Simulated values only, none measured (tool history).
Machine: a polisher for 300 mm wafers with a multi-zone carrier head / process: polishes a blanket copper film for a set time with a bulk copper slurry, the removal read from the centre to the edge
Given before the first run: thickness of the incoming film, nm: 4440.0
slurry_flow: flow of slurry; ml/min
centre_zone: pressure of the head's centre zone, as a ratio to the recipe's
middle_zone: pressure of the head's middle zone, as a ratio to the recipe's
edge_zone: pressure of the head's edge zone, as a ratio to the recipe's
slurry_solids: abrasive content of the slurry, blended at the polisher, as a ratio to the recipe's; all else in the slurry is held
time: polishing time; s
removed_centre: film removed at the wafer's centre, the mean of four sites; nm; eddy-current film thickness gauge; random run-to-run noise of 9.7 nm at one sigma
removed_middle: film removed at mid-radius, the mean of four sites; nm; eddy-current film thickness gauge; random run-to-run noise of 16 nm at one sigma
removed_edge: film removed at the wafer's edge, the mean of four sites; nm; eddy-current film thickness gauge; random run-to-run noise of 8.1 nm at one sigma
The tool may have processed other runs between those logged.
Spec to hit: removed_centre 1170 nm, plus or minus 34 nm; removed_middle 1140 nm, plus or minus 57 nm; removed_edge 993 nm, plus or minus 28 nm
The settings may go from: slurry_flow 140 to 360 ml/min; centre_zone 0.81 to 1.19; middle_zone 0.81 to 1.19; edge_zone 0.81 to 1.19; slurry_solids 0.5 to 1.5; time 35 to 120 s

Run 1, hour 0: slurry_flow 230 ml/min, centre_zone 1, middle_zone 1, edge_zone 1, slurry_solids 1, time 77 s. Result: removed_centre 723.09 nm, removed_middle 715.88 nm, removed_edge 707.89 nm.
Run 2, hour 6.4: slurry_flow 240 ml/min, centre_zone 1.02, middle_zone 1.02, edge_zone 1.01, slurry_solids 1.05, time 79 s. Result: removed_centre 767.58 nm, removed_middle 773.32 nm, removed_edge 747.58 nm.
Run 3, hour 13.1: slurry_flow 250 ml/min, centre_zone 1.04, middle_zone 1.03, edge_zone 1.01, slurry_solids 1.1, time 80 s. Result: removed_centre 807.22 nm, removed_middle 807.86 nm, removed_edge 756.55 nm.
Run 4, hour 19.9: slurry_flow 250 ml/min, centre_zone 1.04, middle_zone 1.03, edge_zone 1.01, slurry_solids 1.1, time 89 s. Result: removed_centre 890.03 nm, removed_middle 904.75 nm, removed_edge 838.64 nm.
Run 5, hour 25.2: slurry_flow 250 ml/min, centre_zone 1.04, middle_zone 1.03, edge_zone 1.01, slurry_solids 0.95, time 89 s. Result: removed_centre 854.82 nm, removed_middle 872.93 nm, removed_edge 816.38 nm.
Run 6, hour 34.1: slurry_flow 275 ml/min, centre_zone 1.04, middle_zone 1.03, edge_zone 1.01, slurry_solids 0.95, time 89 s. Result: removed_centre 872.71 nm, removed_middle 878.77 nm, removed_edge 826.3 nm.
Run 7, hour 38.8: slurry_flow 280 ml/min, centre_zone 1.06, middle_zone 1.04, edge_zone 1.02, slurry_solids 1, time 89 s. Result: removed_centre 906.71 nm, removed_middle 902.96 nm, removed_edge 835.56 nm.
Run 8, hour 47.3: slurry_flow 280 ml/min, centre_zone 1.07, middle_zone 1.05, edge_zone 1.03, slurry_solids 1.05, time 89 s. Result: removed_centre 900.02 nm, removed_middle 915.71 nm, removed_edge 841.26 nm.
Run 9, hour 50.9: slurry_flow 280 ml/min, centre_zone 1.07, middle_zone 1.05, edge_zone 1.03, slurry_solids 1.05, time 89 s. Result: removed_centre 914.92 nm, removed_middle 911.27 nm, removed_edge 859.1 nm.
Run 10, hour 52.5: slurry_flow 285 ml/min, centre_zone 1.08, middle_zone 1.06, edge_zone 1.03, slurry_solids 1.1, time 89 s. Result: removed_centre 926.13 nm, removed_middle 918.38 nm, removed_edge 869.95 nm.

Which single option among these 5 for the next run brings every result within its allowed miss of target? Just one does.
Run A, hour 54.1: slurry_flow 335 ml/min, centre_zone 1.1, middle_zone 1.05, edge_zone 0.84, slurry_solids 1.1, time 108 s. Result: removed_centre ?, removed_middle ?, removed_edge ?.
Run B, hour 54.1: slurry_flow 310 ml/min, centre_zone 1.06, middle_zone 0.95, edge_zone 1.19, slurry_solids 1.4, time 97 s. Result: removed_centre ?, removed_middle ?, removed_edge ?.
Run C, hour 54.1: slurry_flow 285 ml/min, centre_zone 1.1, middle_zone 1.05, edge_zone 0.9, slurry_solids 1, time 103 s. Result: removed_centre ?, removed_middle ?, removed_edge ?.
Run D, hour 54.1: slurry_flow 310 ml/min, centre_zone 1.15, middle_zone 1.08, edge_zone 1.09, slurry_solids 1.1, time 95 s. Result: removed_centre ?, removed_middle ?, removed_edge ?.
Run E, hour 54.1: slurry_flow 265 ml/min, centre_zone 1.14, middle_zone 1.04, edge_zone 0.84, slurry_solids 1, time 105 s. Result: removed_centre ?, removed_middle ?, removed_edge ?.

move  removed_centre  removed_middle  removed_edge
   A            1186          1149.7         994.5
   B            1092          1005.5        1071.7
   C          1082.5            1051        932.74
   D          1075.5          1027.8        949.54
   E          1127.7          1053.9        924.61
A: all results in spec
B: nearer than the last run, and not there yet
C: nearer than the last run, and not there yet
D: nearer than the last run, and not there yet
E: nearer than the last run, and not there yet
A meets every target.
